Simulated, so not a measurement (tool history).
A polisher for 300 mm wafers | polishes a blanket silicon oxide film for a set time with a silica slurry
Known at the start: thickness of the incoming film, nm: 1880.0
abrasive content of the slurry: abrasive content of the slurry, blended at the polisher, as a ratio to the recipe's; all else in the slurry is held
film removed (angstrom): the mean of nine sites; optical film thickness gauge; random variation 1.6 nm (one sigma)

run,hour,flow of slurry (ml/min),pressure of the wafer on the pad (psi),speed of the pad under the wafer (m/s),abrasive content of the slurry,polishing time (s),film removed (angstrom)
1,0,235,4.4,1.46,1,40,1520.4
2,8.1,235,4.4,1.46,1,35,1336.9
3,16.7,235,4.4,1.46,1.1,35,1395.7
4,18.2,235,5.1,1.46,1.1,35,1591.6
5,19.5,235,5.1,1.46,0.9,35,1452.7
6,25.8,235,5.1,1.46,1.1,35,1597.8
7,29.2,240,5.5,1.5,1.1,35,1795.4
8,35.7,255,5.8,1.5,1.1,35,1894.3

The next listed run, before its measurement:
9,41.6,260,6,1.52,1.1,35,?

film removed (angstrom): 1956.1
